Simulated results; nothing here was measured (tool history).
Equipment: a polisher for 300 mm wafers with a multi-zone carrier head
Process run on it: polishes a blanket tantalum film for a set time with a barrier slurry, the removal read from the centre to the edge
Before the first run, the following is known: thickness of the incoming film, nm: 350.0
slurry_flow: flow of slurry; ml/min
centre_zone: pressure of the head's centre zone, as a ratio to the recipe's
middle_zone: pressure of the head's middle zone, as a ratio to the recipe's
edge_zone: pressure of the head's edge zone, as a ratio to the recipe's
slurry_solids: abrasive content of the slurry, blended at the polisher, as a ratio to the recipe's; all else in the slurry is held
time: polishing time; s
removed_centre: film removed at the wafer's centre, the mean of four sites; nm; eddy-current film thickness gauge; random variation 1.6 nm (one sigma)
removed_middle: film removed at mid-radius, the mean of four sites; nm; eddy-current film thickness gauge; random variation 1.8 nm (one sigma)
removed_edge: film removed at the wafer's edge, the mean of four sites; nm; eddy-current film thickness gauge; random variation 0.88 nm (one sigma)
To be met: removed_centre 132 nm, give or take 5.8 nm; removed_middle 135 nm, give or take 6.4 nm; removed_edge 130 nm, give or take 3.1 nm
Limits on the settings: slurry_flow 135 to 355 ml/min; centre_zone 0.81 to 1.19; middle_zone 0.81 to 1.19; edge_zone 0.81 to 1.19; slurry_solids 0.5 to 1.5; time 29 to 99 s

run  hour  slurry_flow  centre_zone  middle_zone  edge_zone  slurry_solids  time  removed_centre  removed_middle  removed_edge
  1     0          225            1            1          1              1    64          103.95          104.46        100.85
  2   8.7          270            1            1          1              1    64          105.68          105.65        103.27
  3   9.6          295            1            1          1              1    64           109.8          106.98        103.46
  4  10.3          295            1         1.02       1.03            1.1    64          111.17          113.76        108.63
  5  15.3          300         1.02         1.02       1.06            1.2    64          116.61          112.16        111.45
  6    16          300         1.02         1.09       1.06            1.2    64          115.97          121.37        111.04
  7  17.2          305         1.02         1.09       1.08            1.3    65           123.5          126.17        114.39
  8  18.9          310         1.01         1.08        1.1           1.35    66          121.41          125.22        119.86
  9  27.4          315         1.02         1.09       1.11            1.4    66           121.7          130.81        121.79
 10  35.3          320         1.03         1.09       1.12           1.45    66          130.38           129.4        123.57
 11  36.7          320         1.03         1.09       1.13           1.45    66          126.95          129.67        122.36
 12  43.8          320         1.03         1.09       1.14           1.45    67          128.38          134.58        126.48
 13    47          320         1.03         1.09       1.15           1.45    67          125.11          130.84        126.31
 14  54.9          325         1.03         1.09       1.15           1.45    67          128.42          132.36        126.58

Consider the 5 candidate settings below. Which is the only one whose results all fall within their allowed miss of target?
  A  62.8          340         1.01         1.07        1.1           1.45    67               ?               ?             ?
  B  62.8          320         1.02         1.08       1.15            1.5    68               ?               ?             ?
  C  62.8          315         0.95         1.05       1.17            1.4    68               ?               ?             ?
  D  62.8          235         0.97          1.1        1.1           1.25    69               ?               ?             ?
  E  62.8          315          1.1         1.16       1.13           1.45    67               ?               ?             ?

move  removed_centre  removed_middle  removed_edge
   A          129.74           130.6        125.01
   B          133.08          133.75        130.08
   C             122          128.69        129.41
   D          119.35          128.66        121.29
   E          140.41          138.95        125.91
A: further off than the last run
B: hits every target within its allowed miss
C: corrects the largest miss of the last run, while another result sits out of spec
D: further off than the last run
E: further off than the last run
Correct choice: B, which meets every target
